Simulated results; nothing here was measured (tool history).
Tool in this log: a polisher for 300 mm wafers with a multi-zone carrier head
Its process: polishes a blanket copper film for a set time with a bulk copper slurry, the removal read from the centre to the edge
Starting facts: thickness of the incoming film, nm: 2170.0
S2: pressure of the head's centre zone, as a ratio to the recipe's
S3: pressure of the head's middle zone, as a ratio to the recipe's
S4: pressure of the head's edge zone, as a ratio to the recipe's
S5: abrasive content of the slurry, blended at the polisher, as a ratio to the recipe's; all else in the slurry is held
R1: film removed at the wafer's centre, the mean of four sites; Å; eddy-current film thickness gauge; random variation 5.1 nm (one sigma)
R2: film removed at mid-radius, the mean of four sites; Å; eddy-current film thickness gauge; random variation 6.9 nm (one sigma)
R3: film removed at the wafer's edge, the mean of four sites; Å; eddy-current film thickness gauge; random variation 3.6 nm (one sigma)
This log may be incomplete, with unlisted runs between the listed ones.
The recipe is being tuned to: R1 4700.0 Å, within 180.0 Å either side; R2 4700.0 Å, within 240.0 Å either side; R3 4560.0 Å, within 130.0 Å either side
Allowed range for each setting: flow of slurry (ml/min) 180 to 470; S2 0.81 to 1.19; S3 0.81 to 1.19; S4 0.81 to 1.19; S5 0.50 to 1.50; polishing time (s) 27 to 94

{"run": 1, "hour": 0.0, "flow of slurry (ml/min)": 300, "S2": 1.0, "S3": 1.0, "S4": 1.0, "S5": 1.0, "polishing time (s)": 60, "R1": 3433.5, "R2": 3328.0, "R3": 3598.2}
{"run": 2, "hour": 3.2, "flow of slurry (ml/min)": 300, "S2": 1.0, "S3": 1.0, "S4": 1.03, "S5": 1.0, "polishing time (s)": 60, "R1": 3365.0, "R2": 3363.6, "R3": 3649.4}
{"run": 3, "hour": 8.0, "flow of slurry (ml/min)": 300, "S2": 1.0, "S3": 0.93, "S4": 1.03, "S5": 1.0, "polishing time (s)": 60, "R1": 3371.7, "R2": 3198.4, "R3": 3673.7}
{"run": 4, "hour": 10.4, "flow of slurry (ml/min)": 300, "S2": 1.0, "S3": 0.93, "S4": 1.03, "S5": 1.15, "polishing time (s)": 60, "R1": 3438.3, "R2": 3307.7, "R3": 3702.4}
{"run": 5, "hour": 16.0, "flow of slurry (ml/min)": 310, "S2": 1.04, "S3": 0.98, "S4": 1.06, "S5": 1.25, "polishing time (s)": 63, "R1": 3910.7, "R2": 3675.4, "R3": 4076.1}
{"run": 6, "hour": 20.1, "flow of slurry (ml/min)": 310, "S2": 1.04, "S3": 0.98, "S4": 1.06, "S5": 1.45, "polishing time (s)": 63, "R1": 3994.0, "R2": 3831.0, "R3": 4173.7}
{"run": 7, "hour": 24.5, "flow of slurry (ml/min)": 320, "S2": 1.06, "S3": 1.04, "S4": 1.07, "S5": 1.45, "polishing time (s)": 64, "R1": 4124.2, "R2": 4134.5, "R3": 4229.3}
{"run": 8, "hour": 27.6, "flow of slurry (ml/min)": 325, "S2": 1.08, "S3": 1.06, "S4": 1.09, "S5": 1.45, "polishing time (s)": 65, "R1": 4314.8, "R2": 4135.5, "R3": 4378.5}
{"run": 9, "hour": 29.5, "flow of slurry (ml/min)": 330, "S2": 1.09, "S3": 1.09, "S4": 1.08, "S5": 1.45, "polishing time (s)": 66, "R1": 4380.8, "R2": 4317.9, "R3": 4426.6}
{"run": 10, "hour": 34.2, "flow of slurry (ml/min)": 335, "S2": 1.1, "S3": 1.11, "S4": 1.08, "S5": 1.45, "polishing time (s)": 67, "R1": 4584.9, "R2": 4525.8, "R3": 4513.1}

Of the 4 settings listed for the next run, only one would bring every result within its allowed miss of target. Which one?
{"run": "A", "hour": 38.9, "flow of slurry (ml/min)": 410, "S2": 1.09, "S3": 0.99, "S4": 1.09, "S5": 1.35, "polishing time (s)": 69, "R1": "?", "R2": "?", "R3": "?"}
{"run": "B", "hour": 38.9, "flow of slurry (ml/min)": 340, "S2": 1.1, "S3": 1.1, "S4": 1.05, "S5": 1.45, "polishing time (s)": 69, "R1": "?", "R2": "?", "R3": "?"}
{"run": "C", "hour": 38.9, "flow of slurry (ml/min)": 330, "S2": 1.08, "S3": 1.16, "S4": 1.06, "S5": 1.45, "polishing time (s)": 66, "R1": "?", "R2": "?", "R3": "?"}
{"run": "D", "hour": 38.9, "flow of slurry (ml/min)": 360, "S2": 1.19, "S3": 1.08, "S4": 1.14, "S5": 1.35, "polishing time (s)": 65, "R1": "?", "R2": "?", "R3": "?"}

move=A R1=4566.0 R2=4296.5 R3=4587.6
move=B R1=4628.6 R2=4721.0 R3=4540.4
move=C R1=4340.0 R2=4719.0 R3=4351.2
move=D R1=4664.6 R2=4323.8 R3=4377.3
A: lands further from the targets than the last run did
B: each result inside its tolerance
C: the worst result of the last run now meets its target, but another is out of spec
D: lands further from the targets than the last run did
B is the move that brings every result within its allowed miss.
